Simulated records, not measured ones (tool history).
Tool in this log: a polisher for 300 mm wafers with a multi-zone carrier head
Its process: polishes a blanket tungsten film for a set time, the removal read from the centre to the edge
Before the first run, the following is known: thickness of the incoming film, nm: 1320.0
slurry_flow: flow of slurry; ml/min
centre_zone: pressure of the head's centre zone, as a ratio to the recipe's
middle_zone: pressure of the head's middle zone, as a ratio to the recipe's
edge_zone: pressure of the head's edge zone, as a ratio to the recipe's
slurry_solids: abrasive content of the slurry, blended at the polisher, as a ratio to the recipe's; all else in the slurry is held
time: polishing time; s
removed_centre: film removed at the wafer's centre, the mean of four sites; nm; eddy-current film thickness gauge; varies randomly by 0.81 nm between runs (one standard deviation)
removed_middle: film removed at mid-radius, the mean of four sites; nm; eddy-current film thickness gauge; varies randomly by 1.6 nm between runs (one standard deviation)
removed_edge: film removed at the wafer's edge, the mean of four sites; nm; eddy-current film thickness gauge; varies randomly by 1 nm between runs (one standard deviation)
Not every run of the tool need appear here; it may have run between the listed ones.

run,hour,slurry_flow,centre_zone,middle_zone,edge_zone,slurry_solids,time,removed_centre,removed_middle,removed_edge
1,0.0,190,1.00,1.00,1.00,1.00,34,190.13,188.08,194.00
2,3.6,185,0.98,1.02,0.98,0.95,33,177.61,182.03,178.41
3,5.3,185,0.95,1.02,0.98,0.95,33,172.39,180.79,181.69
4,8.7,185,0.90,1.02,0.98,0.95,33,162.75,182.22,180.20
5,12.1,185,0.90,1.02,0.98,0.95,39,191.01,216.45,215.03
6,16.7,185,0.90,1.02,1.05,0.95,39,192.12,211.85,221.67
7,21.5,180,0.89,1.03,1.03,0.90,38,182.45,204.87,211.09

Expected results for the next run?
8,24.9,180,0.88,1.04,1.01,0.85,37,?,?,?

Run 8 came out at removed_centre 171.81 nm, removed_middle 201.04 nm, removed_edge 200.18 nm.

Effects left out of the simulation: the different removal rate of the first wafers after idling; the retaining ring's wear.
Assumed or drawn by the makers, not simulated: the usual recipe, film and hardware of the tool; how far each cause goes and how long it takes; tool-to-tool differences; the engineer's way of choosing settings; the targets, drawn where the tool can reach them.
